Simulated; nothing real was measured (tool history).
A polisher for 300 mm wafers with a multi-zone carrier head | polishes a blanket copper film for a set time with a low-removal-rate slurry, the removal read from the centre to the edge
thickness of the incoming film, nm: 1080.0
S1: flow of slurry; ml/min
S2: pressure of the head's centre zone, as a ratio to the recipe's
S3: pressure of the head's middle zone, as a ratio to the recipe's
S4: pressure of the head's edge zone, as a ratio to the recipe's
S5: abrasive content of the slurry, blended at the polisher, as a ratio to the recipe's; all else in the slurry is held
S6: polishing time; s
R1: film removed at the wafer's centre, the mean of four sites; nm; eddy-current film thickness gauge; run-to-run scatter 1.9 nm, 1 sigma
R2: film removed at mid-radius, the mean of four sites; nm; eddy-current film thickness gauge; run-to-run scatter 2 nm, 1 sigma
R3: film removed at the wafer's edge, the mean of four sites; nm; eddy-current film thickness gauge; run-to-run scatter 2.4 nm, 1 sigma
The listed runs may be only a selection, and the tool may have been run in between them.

run	day	S1	S2	S3	S4	S5	S6	R1	R2	R3
1	0.000	150	1.00	1.00	1.00	1.00	85	238.50	243.84	245.58
2	0.158	120	1.00	1.00	1.00	1.00	85	225.98	228.18	240.30
3	0.421	120	1.07	1.00	1.00	1.00	85	239.21	226.83	239.57
4	0.533	120	1.07	1.00	1.00	1.00	99	287.58	268.05	272.99
5	0.625	120	1.07	1.00	1.00	1.00	85	242.15	222.76	237.02
6	0.975	120	1.07	1.00	1.00	1.00	95	269.36	254.27	261.73
7	1.254	120	1.07	1.00	1.00	1.00	95	270.60	257.23	259.42
8	1.554	120	1.05	1.01	0.97	0.85	86	238.13	225.90	223.87
9	1.792	115	1.01	1.00	0.96	0.75	81	205.49	208.65	207.17
10	1.983	115	1.00	0.98	0.94	0.70	78	194.73	193.02	194.57
11	2.229	115	0.98	0.97	0.92	0.65	76	179.97	182.94	184.41
12	2.325	115	0.97	0.96	0.90	0.60	76	176.22	186.54	181.83

Estimate the outcome of run 13 from the log above:
13	2.433	110	0.97	0.94	0.89	0.55	75	?	?	?

{"run 13": {"R1": 173.23, "R2": 173.86, "R3": 172.43}}

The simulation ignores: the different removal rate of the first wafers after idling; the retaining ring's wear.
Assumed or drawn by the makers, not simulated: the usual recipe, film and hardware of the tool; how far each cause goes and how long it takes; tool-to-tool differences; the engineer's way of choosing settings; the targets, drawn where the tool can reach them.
